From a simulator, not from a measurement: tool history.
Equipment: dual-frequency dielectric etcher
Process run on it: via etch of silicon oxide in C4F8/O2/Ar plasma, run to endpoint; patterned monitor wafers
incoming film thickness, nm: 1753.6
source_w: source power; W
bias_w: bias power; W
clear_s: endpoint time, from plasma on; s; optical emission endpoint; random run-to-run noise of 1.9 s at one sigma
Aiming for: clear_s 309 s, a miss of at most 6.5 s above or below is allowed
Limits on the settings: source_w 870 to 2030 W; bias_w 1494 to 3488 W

{"run": 1, "hour": 0.0, "source_w": 1450, "bias_w": 2491, "clear_s": 385.03}
{"run": 2, "hour": 3.1, "source_w": 1250, "bias_w": 2491, "clear_s": 417.41}
{"run": 3, "hour": 12.0, "source_w": 1480, "bias_w": 2566, "clear_s": 376.21}
{"run": 4, "hour": 16.5, "source_w": 1480, "bias_w": 2150, "clear_s": 396.66}
{"run": 5, "hour": 24.3, "source_w": 1650, "bias_w": 2281, "clear_s": 366.66}
{"run": 6, "hour": 28.4, "source_w": 1650, "bias_w": 2687, "clear_s": 348.86}
{"run": 7, "hour": 32.8, "source_w": 1750, "bias_w": 2717, "clear_s": 338.24}
{"run": 8, "hour": 40.0, "source_w": 1830, "bias_w": 2744, "clear_s": 329.93}
{"run": 9, "hour": 47.3, "source_w": 1890, "bias_w": 2769, "clear_s": 324.73}
{"run": 10, "hour": 52.5, "source_w": 1930, "bias_w": 2801, "clear_s": 319.68}

Which one of the following 4 next-run settings gets every result inside its allowed miss? There is exactly one.
{"run": "A", "hour": 57.7, "source_w": 2030, "bias_w": 2773, "clear_s": "?"}
{"run": "B", "hour": 57.7, "source_w": 2030, "bias_w": 3389, "clear_s": "?"}
{"run": "C", "hour": 57.7, "source_w": 2030, "bias_w": 3234, "clear_s": "?"}
{"run": "D", "hour": 57.7, "source_w": 2030, "bias_w": 2195, "clear_s": "?"}

move=A clear_s=313.94
move=B clear_s=294.58
move=C clear_s=299.05
move=D clear_s=337.13
A: every result within its allowed miss
B: moves the result that the last run missed by most past its target, out the other side
C: moves the result that the last run missed by most past its target, out the other side
D: its largest miss is bigger than the last run's
Move A is the one to make.

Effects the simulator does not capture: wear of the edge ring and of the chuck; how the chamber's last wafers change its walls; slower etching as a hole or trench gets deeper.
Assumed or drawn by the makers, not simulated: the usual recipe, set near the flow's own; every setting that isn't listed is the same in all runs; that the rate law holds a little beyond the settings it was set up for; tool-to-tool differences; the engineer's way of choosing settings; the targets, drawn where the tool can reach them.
